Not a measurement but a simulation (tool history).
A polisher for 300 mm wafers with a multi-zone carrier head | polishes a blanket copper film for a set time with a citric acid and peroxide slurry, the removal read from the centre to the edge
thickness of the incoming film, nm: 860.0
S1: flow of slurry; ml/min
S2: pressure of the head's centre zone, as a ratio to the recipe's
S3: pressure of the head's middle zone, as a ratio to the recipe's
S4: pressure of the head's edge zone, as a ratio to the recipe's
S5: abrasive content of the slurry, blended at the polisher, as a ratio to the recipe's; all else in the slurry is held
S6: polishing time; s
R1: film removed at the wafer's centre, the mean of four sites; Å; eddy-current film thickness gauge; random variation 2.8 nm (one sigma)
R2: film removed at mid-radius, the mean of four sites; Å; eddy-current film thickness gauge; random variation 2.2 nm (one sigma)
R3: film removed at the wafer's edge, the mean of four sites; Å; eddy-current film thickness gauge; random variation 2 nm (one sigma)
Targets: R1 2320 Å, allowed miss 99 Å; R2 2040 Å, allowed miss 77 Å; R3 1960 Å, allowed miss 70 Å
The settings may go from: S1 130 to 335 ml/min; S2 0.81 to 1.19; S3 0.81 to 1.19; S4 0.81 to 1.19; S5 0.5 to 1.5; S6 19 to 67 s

run	day	S1	S2	S3	S4	S5	S6	R1	R2	R3
1	0	215	1	1	1	1	43	1367	1396	1358.6
2	0.038	215	1	0.94	1	1	43	1396.1	1347.2	1362.5
3	0.238	215	1	0.94	0.91	1	43	1386.4	1345	1318.4
4	0.471	220	1.01	0.95	0.92	1.05	44	1447.7	1406.4	1375.7
5	0.804	225	1.03	0.96	0.92	1.1	45	1529.4	1473.4	1414.4
6	0.829	230	1.04	0.96	0.93	1.15	46	1623.7	1513.2	1492.4
7	1	235	1.05	0.97	0.94	1.2	47	1711.7	1573.2	1522.6
8	1.367	235	1.05	0.97	0.95	1.25	48	1741.4	1635.2	1587.6
9	1.658	235	1.05	0.97	0.95	1.25	48	1746.4	1638.1	1582.4
10	1.692	235	1.06	0.97	0.96	1.3	49	1798.5	1724	1643
11	1.812	240	1.07	0.97	0.97	1.3	49	1863.8	1704	1690.9
# day 1.979: worn pad replaced by a new one
12	1.979	245	1.08	0.98	0.98	1.3	49	2019.5	1831.9	1815.6
13	2.188	305	1.11	0.99	0.95	1.3	49	2100.7	1880	1788.3
14	2.342	305	1.11	0.99	0.96	1.3	49	2122.8	1855.4	1815.8
15	2.371	305	1.11	1	0.97	1.3	49	2120.5	1868.9	1788.1

Which of these 4 next moves meets every target?
A	2.4	285	1	0.85	1.07	1.2	54	?	?	?
B	2.4	260	1.15	0.99	0.98	1.15	56	?	?	?
C	2.4	210	1.07	1.16	0.89	1.5	47	?	?	?
D	2.4	310	1.12	1	1.04	1.45	55	?	?	?

move	R1	R2	R3
A	1995.4	1756.2	2028.5
B	2330.2	2021.2	1971.9
C	1917.4	2051.4	1676.8
D	2432.6	2181.5	2162.8
A: brings the result that was furthest off to its target, and leaves another outside
B: meets every target
C: further off than the last run
D: takes the result that was furthest off past its target
Answer: B
